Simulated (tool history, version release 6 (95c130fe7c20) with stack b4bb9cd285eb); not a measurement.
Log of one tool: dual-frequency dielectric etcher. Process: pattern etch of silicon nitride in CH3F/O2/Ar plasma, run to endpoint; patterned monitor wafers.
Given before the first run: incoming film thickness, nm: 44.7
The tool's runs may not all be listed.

run,hour,source power (W),bias power (W),endpoint time (s)
1,0.0,440,96,66.348
2,5.6,520,96,62.621
3,8.4,520,107,59.875
4,13.0,520,91,64.244
5,18.8,530,93,64.387
6,20.5,480,93,65.326
7,28.9,490,95,64.515
8,32.6,490,95,64.088

Run 9 comes next. What will it give?
9,38.6,580,104,?

endpoint time (s): 59.481

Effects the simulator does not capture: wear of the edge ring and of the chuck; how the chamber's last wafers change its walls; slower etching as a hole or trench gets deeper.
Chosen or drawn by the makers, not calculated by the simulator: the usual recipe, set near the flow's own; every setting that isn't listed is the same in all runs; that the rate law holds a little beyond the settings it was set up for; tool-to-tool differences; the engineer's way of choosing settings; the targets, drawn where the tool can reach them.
